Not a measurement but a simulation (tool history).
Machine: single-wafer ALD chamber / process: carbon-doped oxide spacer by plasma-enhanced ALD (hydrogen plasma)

run	hour	heater temperature setpoint (deg C)	number of ALD cycles (cycles)	mean film thickness on the monitor wafer (angstrom)
1	0.0	405	591	278.97
2	5.3	402	616	293.18
3	13.7	402	653	309.76
4	18.1	399	664	317.97
5	24.7	403	664	315.40
6	26.9	408	664	311.44
7	32.1	408	664	311.15
8	40.4	405	674	318.45
9	44.9	405	674	318.12
10	48.8	403	681	324.45

Run 11 has not been measured yet. What should we expect?
11	49.8	401	685	?

{"run 11": {"mean film thickness on the monitor wafer (angstrom)": 325.92}}

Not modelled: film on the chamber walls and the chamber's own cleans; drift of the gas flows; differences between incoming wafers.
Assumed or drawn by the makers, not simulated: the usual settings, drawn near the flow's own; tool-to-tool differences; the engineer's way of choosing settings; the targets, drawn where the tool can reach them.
